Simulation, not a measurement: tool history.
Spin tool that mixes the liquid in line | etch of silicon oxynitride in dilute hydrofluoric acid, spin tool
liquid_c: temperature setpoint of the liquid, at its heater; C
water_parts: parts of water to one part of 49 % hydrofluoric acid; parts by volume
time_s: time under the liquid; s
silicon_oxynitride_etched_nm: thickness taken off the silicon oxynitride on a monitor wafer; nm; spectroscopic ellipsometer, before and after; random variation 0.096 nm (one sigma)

{"run": 1, "hour": 0.0, "liquid_c": 20, "water_parts": 155, "time_s": 270, "silicon_oxynitride_etched_nm": 4.0367}
{"run": 2, "hour": 8.5, "liquid_c": 20, "water_parts": 120, "time_s": 270, "silicon_oxynitride_etched_nm": 5.2604}
{"run": 3, "hour": 14.6, "liquid_c": 22.5, "water_parts": 105, "time_s": 270, "silicon_oxynitride_etched_nm": 6.9408}
{"run": 4, "hour": 17.4, "liquid_c": 22.5, "water_parts": 105, "time_s": 270, "silicon_oxynitride_etched_nm": 6.969}
{"run": 5, "hour": 18.8, "liquid_c": 22.5, "water_parts": 50, "time_s": 270, "silicon_oxynitride_etched_nm": 15.134}
{"run": 6, "hour": 22.0, "liquid_c": 22.5, "water_parts": 50, "time_s": 270, "silicon_oxynitride_etched_nm": 15.089}
{"run": 7, "hour": 27.9, "liquid_c": 18.5, "water_parts": 65, "time_s": 270, "silicon_oxynitride_etched_nm": 9.3811}
{"run": 8, "hour": 32.8, "liquid_c": 18.5, "water_parts": 65, "time_s": 270, "silicon_oxynitride_etched_nm": 9.344}

Run 9 comes next. What will it give?
{"run": 9, "hour": 36.2, "liquid_c": 18.5, "water_parts": 65, "time_s": 270, "silicon_oxynitride_etched_nm": "?"}

Run 9 gave silicon_oxynitride_etched_nm 9.4208 nm.
